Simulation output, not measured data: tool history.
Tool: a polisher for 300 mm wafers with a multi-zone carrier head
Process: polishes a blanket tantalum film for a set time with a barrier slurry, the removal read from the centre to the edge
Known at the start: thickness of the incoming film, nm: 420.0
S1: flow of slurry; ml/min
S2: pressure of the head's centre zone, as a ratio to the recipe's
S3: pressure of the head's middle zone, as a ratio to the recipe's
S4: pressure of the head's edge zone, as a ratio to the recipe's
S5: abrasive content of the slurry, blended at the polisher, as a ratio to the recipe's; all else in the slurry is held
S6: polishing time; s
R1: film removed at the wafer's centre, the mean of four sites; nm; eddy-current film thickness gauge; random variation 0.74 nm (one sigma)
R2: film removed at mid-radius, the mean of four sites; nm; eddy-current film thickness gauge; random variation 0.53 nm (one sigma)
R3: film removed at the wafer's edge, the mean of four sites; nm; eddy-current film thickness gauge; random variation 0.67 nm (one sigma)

{"run": 1, "hour": 0.0, "S1": 135, "S2": 1.0, "S3": 1.0, "S4": 1.0, "S5": 1.0, "S6": 58, "R1": 41.535, "R2": 43.524, "R3": 43.543}
{"run": 2, "hour": 6.6, "S1": 135, "S2": 1.0, "S3": 0.93, "S4": 1.0, "S5": 1.0, "S6": 58, "R1": 41.363, "R2": 41.568, "R3": 44.579}
{"run": 3, "hour": 10.4, "S1": 140, "S2": 1.01, "S3": 0.96, "S4": 1.01, "S5": 1.1, "S6": 59, "R1": 45.171, "R2": 44.647, "R3": 47.059}
{"run": 4, "hour": 15.1, "S1": 145, "S2": 1.01, "S3": 0.99, "S4": 1.03, "S5": 1.15, "S6": 60, "R1": 46.952, "R2": 47.941, "R3": 49.907}
{"run": 5, "hour": 16.0, "S1": 155, "S2": 1.02, "S3": 1.02, "S4": 1.05, "S5": 1.2, "S6": 60, "R1": 49.98, "R2": 51.776, "R3": 51.346}
{"run": 6, "hour": 22.0, "S1": 160, "S2": 1.03, "S3": 1.03, "S4": 1.07, "S5": 1.25, "S6": 60, "R1": 51.203, "R2": 53.181, "R3": 54.383}
{"run": 7, "hour": 23.5, "S1": 165, "S2": 1.05, "S3": 1.05, "S4": 1.08, "S5": 1.25, "S6": 60, "R1": 53.97, "R2": 54.965, "R3": 53.896}
{"run": 8, "hour": 28.0, "S1": 180, "S2": 1.04, "S3": 1.1, "S4": 1.14, "S5": 1.5, "S6": 63, "R1": 59.324, "R2": 63.754, "R3": 61.407}
{"hour": 31.0, "done": "slurry nozzle cleaned"}
{"run": 9, "hour": 31.0, "S1": 200, "S2": 1.07, "S3": 1.12, "S4": 1.13, "S5": 1.5, "S6": 63, "R1": 69.139, "R2": 70.674, "R3": 66.411}
{"run": 10, "hour": 37.8, "S1": 195, "S2": 1.07, "S3": 1.12, "S4": 1.13, "S5": 1.5, "S6": 63, "R1": 66.306, "R2": 71.103, "R3": 65.431}
{"run": 11, "hour": 38.4, "S1": 190, "S2": 1.07, "S3": 1.12, "S4": 1.13, "S5": 1.5, "S6": 63, "R1": 66.007, "R2": 70.721, "R3": 67.262}
{"run": 12, "hour": 47.0, "S1": 190, "S2": 1.06, "S3": 1.11, "S4": 1.12, "S5": 1.5, "S6": 63, "R1": 66.899, "R2": 70.156, "R3": 64.575}
{"run": 13, "hour": 52.2, "S1": 185, "S2": 1.06, "S3": 1.11, "S4": 1.12, "S5": 1.5, "S6": 63, "R1": 65.827, "R2": 69.094, "R3": 65.165}
{"run": 14, "hour": 58.3, "S1": 185, "S2": 1.06, "S3": 1.11, "S4": 1.11, "S5": 1.5, "S6": 63, "R1": 69.045, "R2": 70.381, "R3": 64.639}

The next listed run, before its measurement:
{"run": 15, "hour": 60.7, "S1": 180, "S2": 1.05, "S3": 1.11, "S4": 1.11, "S5": 1.5, "S6": 63, "R1": "?", "R2": "?", "R3": "?"}

Run 15 gave R1 65.699 nm, R2 70.331 nm, R3 63.753 nm.
